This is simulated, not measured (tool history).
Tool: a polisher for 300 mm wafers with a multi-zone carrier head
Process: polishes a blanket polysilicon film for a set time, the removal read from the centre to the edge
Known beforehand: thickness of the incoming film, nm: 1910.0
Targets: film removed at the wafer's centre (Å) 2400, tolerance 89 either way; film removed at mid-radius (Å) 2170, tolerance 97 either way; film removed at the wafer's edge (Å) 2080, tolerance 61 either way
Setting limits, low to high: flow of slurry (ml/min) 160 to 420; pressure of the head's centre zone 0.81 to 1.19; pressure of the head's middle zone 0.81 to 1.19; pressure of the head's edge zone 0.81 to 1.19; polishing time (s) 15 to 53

run  hour  flow of slurry (ml/min)  pressure of the head's centre zone  pressure of the head's middle zone  pressure of the head's edge zone  polishing time (s)  film removed at the wafer's centre (Å)  film removed at mid-radius (Å)  film removed at the wafer's edge (Å)
  1     0                      270                                   1                                   1                                 1                  34                                  4276.1                          4190.3                                4271.5
  2   8.7                      230                                1.01                                0.98                              0.93                  27                                  3392.5                          3129.9                                3254.2
  3  14.2                      230                                1.01                                0.98                              0.89                  27                                    3299                          3208.3                                3147.6
  4  23.2                      230                                1.03                                0.98                              0.86                  23                                  2889.5                          2720.3                                2631.5
  5  26.1                      230                                1.03                                0.98                              0.86                  31                                    3832                          3676.2                                3603.7
  6  26.7                      185                                1.03                                0.98                              0.86                  31                                  3768.8                            3607                                3551.1
  7  27.5                      190                                1.04                                0.99                              0.86                  26                                  3164.4                          3075.3                                2939.3
  8    33                      200                                1.05                                0.98                              0.86                  23                                  2843.2                          2677.8                                2587.5
  9  39.8                      200                                1.06                                0.97                              0.85                  21                                    2692                          2401.6                                2378.7
 10  43.9                      200                                1.05                                   1                              0.81                  17                                  2141.4                          2065.1                                1888.9
 11  46.8                      215                                1.06                                   1                              0.83                  17                                  2172.1                            2031                                1915.3

Exercise: of the 5 proposed moves below, exactly one satisfies all targets within the stated allowed misses. Which move is it?
  A  49.7                      230                                1.08                                1.06                              0.87                  17                                       ?                               ?                                     ?
  B  49.7                      185                                0.91                                0.96                              0.86                  19                                       ?                               ?                                     ?
  C  49.7                      265                                1.07                                0.97                              0.93                  18                                       ?                               ?                                     ?
  D  49.7                      285                                1.07                                0.98                              0.84                  18                                       ?                               ?                                     ?
  E  49.7                      290                                1.19                                1.14                              0.81                  17                                       ?                               ?                                     ?

move  film removed at the wafer's centre (Å)  film removed at mid-radius (Å)  film removed at the wafer's edge (Å)
   A                                  2251.5                          2120.4                                1977.5
   B                                  2043.9                          2143.3                                2150.8
   C                                  2405.3                          2143.7                                2188.8
   D                                  2426.3                          2176.4                                2101.9
   E                                  2557.7                          2294.3                                1952.8
A: nearer than the last run, and not there yet
B: the result that was furthest off in the last run now lies on the other side of its target
C: the result that was furthest off in the last run now lies on the other side of its target
D: hits every target within its allowed miss
E: nearer than the last run, and not there yet
Go with D: it meets all targets.
